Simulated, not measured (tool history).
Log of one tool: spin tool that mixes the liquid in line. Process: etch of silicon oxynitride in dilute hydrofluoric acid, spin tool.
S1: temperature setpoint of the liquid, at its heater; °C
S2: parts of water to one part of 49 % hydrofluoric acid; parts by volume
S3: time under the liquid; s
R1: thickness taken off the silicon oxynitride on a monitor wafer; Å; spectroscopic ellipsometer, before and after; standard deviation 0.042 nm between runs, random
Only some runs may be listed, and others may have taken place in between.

run	day	S1	S2	S3	R1
1	0.000	22.0	70	85	28.164
2	0.050	22.0	70	65	21.317
3	0.112	23.5	65	65	24.659
4	0.208	23.5	90	65	17.660
5	0.500	23.5	90	65	17.621
6	0.767	24.5	80	65	20.986
7	1.133	25.5	70	65	24.728
8	1.208	26.0	60	65	30.172
9	1.504	26.5	55	65	34.132
10	1.546	27.0	50	65	37.965
11	1.596	27.5	50	65	39.785

Run 12, settings as shown, results not yet in. Your forecast:
12	1.754	28.0	50	65	?

{"run 12": {"R1": 40.402}}
